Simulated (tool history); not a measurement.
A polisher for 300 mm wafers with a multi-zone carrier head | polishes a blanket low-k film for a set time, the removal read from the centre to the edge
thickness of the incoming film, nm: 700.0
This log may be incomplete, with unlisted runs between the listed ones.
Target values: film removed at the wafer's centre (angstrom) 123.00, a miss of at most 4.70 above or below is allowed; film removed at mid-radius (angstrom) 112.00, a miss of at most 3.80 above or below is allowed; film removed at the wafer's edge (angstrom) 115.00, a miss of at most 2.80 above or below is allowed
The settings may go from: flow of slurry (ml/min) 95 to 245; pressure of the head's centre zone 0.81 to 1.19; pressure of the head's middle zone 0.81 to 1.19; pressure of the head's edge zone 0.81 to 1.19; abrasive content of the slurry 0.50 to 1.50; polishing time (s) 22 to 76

run  hour  flow of slurry (ml/min)  pressure of the head's centre zone  pressure of the head's middle zone  pressure of the head's edge zone  abrasive content of the slurry  polishing time (s)  film removed at the wafer's centre (angstrom)  film removed at mid-radius (angstrom)  film removed at the wafer's edge (angstrom)
  1   0.0                      155                                1.00                                1.00                              1.00                            1.00                  49                                         142.06                                 139.84                                       142.68
  2   0.9                      155                                1.00                                1.00                              1.00                            0.90                  49                                         133.95                                 131.16                                       136.19
  3   8.4                      155                                0.93                                1.00                              1.00                            0.90                  49                                         125.96                                 135.35                                       135.89
  4  12.3                      150                                0.94                                0.99                              0.97                            0.90                  49                                         127.52                                 131.49                                       133.53
  5  20.0                      145                                0.94                                0.98                              0.95                            0.90                  49                                         124.63                                 131.07                                       130.68
  6  27.3                      140                                0.95                                0.97                              0.93                            0.90                  49                                         127.07                                 128.68                                       129.50
  7  29.1                      110                                0.98                                0.91                              0.83                            0.75                  49                                         115.55                                 110.42                                       111.42
  8  31.1                      115                                0.98                                0.91                              0.83                            0.75                  49                                         118.61                                 111.23                                       111.90

Which single option among these 5 for the next run brings every result within its allowed miss of target? Just one does.
  A  33.1                      105                                1.01                                0.81                              0.81                            0.75                  51                                              ?                                      ?                                            ?
  B  33.1                      100                                1.00                                1.08                              0.93                            0.50                  57                                              ?                                      ?                                            ?
  C  33.1                      195                                1.11                                0.98                              0.81                            0.60                  50                                              ?                                      ?                                            ?
  D  33.1                      135                                0.97                                0.85                              0.81                            1.10                  43                                              ?                                      ?                                            ?
  E  33.1                      110                                1.06                                0.83                              0.90                            0.65                  52                                              ?                                      ?                                            ?

move  film removed at the wafer's centre (angstrom)  film removed at mid-radius (angstrom)  film removed at the wafer's edge (angstrom)
   A                                         124.03                                 106.17                                       114.66
   B                                         113.85                                 118.74                                       112.86
   C                                         132.04                                 116.47                                       108.27
   D                                         123.37                                 112.09                                       116.03
   E                                         124.86                                 103.99                                       115.69
A: puts the biggest miss on target and leaves a different result outside tolerance
B: puts the biggest miss on target and leaves a different result outside tolerance
C: lands further from the targets than the last run did
D: in spec on every target
E: puts the biggest miss on target and leaves a different result outside tolerance
So the answer is move D, the one that meets all the targets.

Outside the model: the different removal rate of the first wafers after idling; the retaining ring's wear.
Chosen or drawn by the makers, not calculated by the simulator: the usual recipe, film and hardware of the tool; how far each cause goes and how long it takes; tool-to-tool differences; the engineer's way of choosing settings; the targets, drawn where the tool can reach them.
